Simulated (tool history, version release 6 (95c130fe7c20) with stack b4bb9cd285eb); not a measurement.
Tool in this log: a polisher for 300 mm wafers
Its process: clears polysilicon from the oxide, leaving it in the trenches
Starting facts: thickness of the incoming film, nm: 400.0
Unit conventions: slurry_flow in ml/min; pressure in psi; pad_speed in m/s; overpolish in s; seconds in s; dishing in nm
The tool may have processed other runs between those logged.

{"run": 1, "hour": 0.0, "slurry_flow": 220, "pressure": 2.8, "pad_speed": 1.18, "overpolish": 9, "seconds": 25.267, "dishing": 32.269}
{"run": 2, "hour": 5.1, "slurry_flow": 220, "pressure": 2.8, "pad_speed": 1.34, "overpolish": 9, "seconds": 22.193, "dishing": 32.119}
{"run": 3, "hour": 8.5, "slurry_flow": 185, "pressure": 2.8, "pad_speed": 1.34, "overpolish": 9, "seconds": 22.274, "dishing": 32.313}
{"run": 4, "hour": 9.6, "slurry_flow": 185, "pressure": 3.4, "pad_speed": 1.34, "overpolish": 9, "seconds": 19.221, "dishing": 32.131}
{"hour": 11.7, "done": "slurry nozzle cleaned"}
{"run": 5, "hour": 11.7, "slurry_flow": 185, "pressure": 3.7, "pad_speed": 1.34, "overpolish": 9, "seconds": 16.807, "dishing": 32.086}
{"run": 6, "hour": 18.4, "slurry_flow": 185, "pressure": 3.7, "pad_speed": 1.34, "overpolish": 6, "seconds": 16.373, "dishing": 31.432}
{"run": 7, "hour": 22.3, "slurry_flow": 180, "pressure": 3.6, "pad_speed": 1.24, "overpolish": 6, "seconds": 17.602, "dishing": 31.674}
{"run": 8, "hour": 30.2, "slurry_flow": 200, "pressure": 3.3, "pad_speed": 1.18, "overpolish": 6, "seconds": 20.212, "dishing": 31.29}
{"run": 9, "hour": 38.4, "slurry_flow": 215, "pressure": 3.1, "pad_speed": 1.1, "overpolish": 6, "seconds": 22.513, "dishing": 31.608}
{"run": 10, "hour": 46.2, "slurry_flow": 205, "pressure": 2.9, "pad_speed": 1.06, "overpolish": 6, "seconds": 24.499, "dishing": 30.333}
{"run": 11, "hour": 53.6, "slurry_flow": 195, "pressure": 2.7, "pad_speed": 1, "overpolish": 6, "seconds": 27.688, "dishing": 29.75}
{"run": 12, "hour": 57.2, "slurry_flow": 190, "pressure": 2.5, "pad_speed": 0.94, "overpolish": 6, "seconds": 32.397, "dishing": 28.605}

Estimate the outcome of run 13 from the log above:
{"run": 13, "hour": 64.8, "slurry_flow": 185, "pressure": 2.4, "pad_speed": 0.9, "overpolish": 6, "seconds": "?", "dishing": "?"}

Run 13 came out at seconds 35.712 s, dishing 28.012 nm.
